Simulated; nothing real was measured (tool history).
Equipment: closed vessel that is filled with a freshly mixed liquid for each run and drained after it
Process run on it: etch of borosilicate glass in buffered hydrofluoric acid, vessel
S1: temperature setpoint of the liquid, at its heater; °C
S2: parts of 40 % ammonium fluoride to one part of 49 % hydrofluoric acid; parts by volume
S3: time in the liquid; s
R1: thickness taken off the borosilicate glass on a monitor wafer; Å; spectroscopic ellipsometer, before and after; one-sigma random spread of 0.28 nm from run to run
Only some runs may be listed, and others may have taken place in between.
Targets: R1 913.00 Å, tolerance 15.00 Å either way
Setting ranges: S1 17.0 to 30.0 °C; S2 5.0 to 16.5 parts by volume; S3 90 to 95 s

{"run": 1, "hour": 0.0, "S1": 22.0, "S2": 10.0, "S3": 90, "R1": 1075.9}
{"run": 2, "hour": 3.9, "S1": 22.0, "S2": 8.5, "S3": 90, "R1": 1226.6}
{"run": 3, "hour": 12.9, "S1": 22.0, "S2": 8.5, "S3": 95, "R1": 1293.0}
{"run": 4, "hour": 16.6, "S1": 22.0, "S2": 9.5, "S3": 95, "R1": 1176.4}
{"run": 5, "hour": 23.2, "S1": 21.0, "S2": 9.5, "S3": 95, "R1": 1114.3}
{"run": 6, "hour": 25.6, "S1": 20.5, "S2": 9.5, "S3": 95, "R1": 1080.8}
{"run": 7, "hour": 33.8, "S1": 20.0, "S2": 9.5, "S3": 95, "R1": 1054.8}
{"run": 8, "hour": 41.0, "S1": 19.5, "S2": 9.5, "S3": 95, "R1": 1022.2}
{"run": 9, "hour": 49.2, "S1": 19.0, "S2": 9.5, "S3": 95, "R1": 1003.1}
{"run": 10, "hour": 51.0, "S1": 18.5, "S2": 9.5, "S3": 95, "R1": 972.46}
{"run": 11, "hour": 55.6, "S1": 18.0, "S2": 9.5, "S3": 95, "R1": 943.66}

Exercise: of the 4 proposed moves below, exactly one satisfies all targets within the stated allowed misses. Which move is it?
{"run": "A", "hour": 60.2, "S1": 18.5, "S2": 9.0, "S3": 90, "R1": "?"}
{"run": "B", "hour": 60.2, "S1": 17.0, "S2": 9.0, "S3": 90, "R1": "?"}
{"run": "C", "hour": 60.2, "S1": 19.0, "S2": 9.5, "S3": 95, "R1": "?"}
{"run": "D", "hour": 60.2, "S1": 20.5, "S2": 11.5, "S3": 95, "R1": "?"}

move=A R1=952.24
move=B R1=876.30
move=C R1=997.69
move=D R1=912.66
A: its largest miss is bigger than the last run's
B: takes the result that was furthest off past its target
C: its largest miss is bigger than the last run's
D: in spec on every target
The move that meets every target is D.

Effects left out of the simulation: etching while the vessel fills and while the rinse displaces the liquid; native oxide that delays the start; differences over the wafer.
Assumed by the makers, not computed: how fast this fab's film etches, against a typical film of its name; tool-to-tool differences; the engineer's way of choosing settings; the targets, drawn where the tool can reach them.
